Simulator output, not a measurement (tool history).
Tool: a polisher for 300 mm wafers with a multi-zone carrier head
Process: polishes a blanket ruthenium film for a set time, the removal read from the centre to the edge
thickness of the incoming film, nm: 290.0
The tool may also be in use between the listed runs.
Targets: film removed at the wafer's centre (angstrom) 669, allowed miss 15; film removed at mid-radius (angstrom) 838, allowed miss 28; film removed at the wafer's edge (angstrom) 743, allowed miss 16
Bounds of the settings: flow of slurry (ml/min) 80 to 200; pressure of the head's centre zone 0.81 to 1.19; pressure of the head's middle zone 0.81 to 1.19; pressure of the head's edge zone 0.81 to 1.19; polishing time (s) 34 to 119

run  hour  flow of slurry (ml/min)  pressure of the head's centre zone  pressure of the head's middle zone  pressure of the head's edge zone  polishing time (s)  film removed at the wafer's centre (angstrom)  film removed at mid-radius (angstrom)  film removed at the wafer's edge (angstrom)
  1     0                      130                                   1                                   1                                 1                  76                                          664.4                                 655.27                                       646.21
  2     3                      140                                0.98                                1.03                              1.02                  76                                         657.05                                 677.66                                       652.61
  3   7.8                      145                                0.97                                1.05                              1.04                  77                                         668.07                                 700.33                                       668.72
  4  15.7                      145                                0.97                                1.05                              1.04                  86                                          749.3                                 773.66                                       748.23
  5  19.4                      140                                0.96                                1.07                              1.04                  86                                         730.26                                 785.07                                       752.05
  6  23.9                      135                                0.95                                1.09                              1.03                  86                                          713.8                                  789.2                                       742.89
  7  31.5                      135                                0.94                                1.11                              1.03                  86                                          712.9                                 784.59                                       739.63
  8  35.5                      135                                0.92                                1.12                              1.02                  87                                         700.06                                 823.26                                       740.67
  9    44                      135                                0.91                                1.13                              1.02                  87                                         692.12                                 805.72                                       742.22

5 next moves are on the table. One of them brings every result within its allowed miss. Which?
  A  52.5                      120                                0.89                                1.19                              1.02                  89                                              ?                                      ?                                            ?
  B  52.5                      195                                0.82                                1.19                              0.92                  86                                              ?                                      ?                                            ?
  C  52.5                      115                                0.84                                1.19                              0.97                  90                                              ?                                      ?                                            ?
  D  52.5                      120                                0.92                                 1.1                              1.06                  87                                              ?                                      ?                                            ?
  E  52.5                      110                                0.93                                 1.1                              1.18                  86                                              ?                                      ?                                            ?

move  film removed at the wafer's centre (angstrom)  film removed at mid-radius (angstrom)  film removed at the wafer's edge (angstrom)
   A                                         669.26                                 816.46                                       739.62
   B                                         664.88                                 870.46                                       740.79
   C                                         630.15                                  816.5                                       729.54
   D                                         676.19                                 762.67                                       733.28
   E                                         657.45                                 735.88                                       741.31
A: meets every target
B: brings the result that was furthest off to its target, and leaves another outside
C: takes the result that was furthest off past its target
D: brings the result that was furthest off to its target, and leaves another outside
E: brings the result that was furthest off to its target, and leaves another outside
Answer: A

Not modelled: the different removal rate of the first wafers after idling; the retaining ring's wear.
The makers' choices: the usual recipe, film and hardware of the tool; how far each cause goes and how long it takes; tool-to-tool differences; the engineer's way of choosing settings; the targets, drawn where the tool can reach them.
